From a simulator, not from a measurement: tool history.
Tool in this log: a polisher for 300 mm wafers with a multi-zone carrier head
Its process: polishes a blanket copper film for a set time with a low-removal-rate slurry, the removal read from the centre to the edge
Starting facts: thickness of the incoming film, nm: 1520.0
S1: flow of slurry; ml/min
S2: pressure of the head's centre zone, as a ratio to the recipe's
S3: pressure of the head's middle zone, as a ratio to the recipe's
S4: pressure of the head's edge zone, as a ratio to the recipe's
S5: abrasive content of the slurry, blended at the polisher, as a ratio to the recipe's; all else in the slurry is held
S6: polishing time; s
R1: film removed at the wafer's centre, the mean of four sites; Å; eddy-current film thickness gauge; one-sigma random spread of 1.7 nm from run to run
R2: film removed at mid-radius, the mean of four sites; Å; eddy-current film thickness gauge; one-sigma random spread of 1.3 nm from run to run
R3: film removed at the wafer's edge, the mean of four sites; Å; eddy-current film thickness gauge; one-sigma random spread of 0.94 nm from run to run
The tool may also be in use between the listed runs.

run 1 hour=0 | S1=165 S2=1 S3=1 S4=1 S5=1 S6=72 | R1=1245.1 R2=1249 R3=1214.9
run 2 hour=4.3 | S1=170 S2=0.99 S3=1 S4=1.02 S5=1 S6=72 | R1=1283.4 R2=1260.2 R3=1222.9
run 3 hour=8.6 | S1=170 S2=0.99 S3=1 S4=1.02 S5=1 S6=88 | R1=1492.3 R2=1493.6 R3=1502.5
run 4 hour=14.3 | S1=170 S2=1.02 S3=1 S4=1.02 S5=1 S6=88 | R1=1557 R2=1502.7 R3=1503.3
run 5 hour=15 | S1=170 S2=1.02 S3=0.95 S4=1.02 S5=1 S6=88 | R1=1557.4 R2=1443.1 R3=1505
run 6 hour=17.1 | S1=170 S2=1.02 S3=0.95 S4=1.02 S5=1 S6=70 | R1=1236.6 R2=1130.1 R3=1193.1

Predict the results of run 7:
run 7 hour=21.9 | S1=175 S2=1 S3=0.96 S4=1.04 S5=1.05 S6=70 | R1=? R2=? R3=?

Run 7 measured R1 1220.2 Å, R2 1184.4 Å, R3 1221.5 Å.
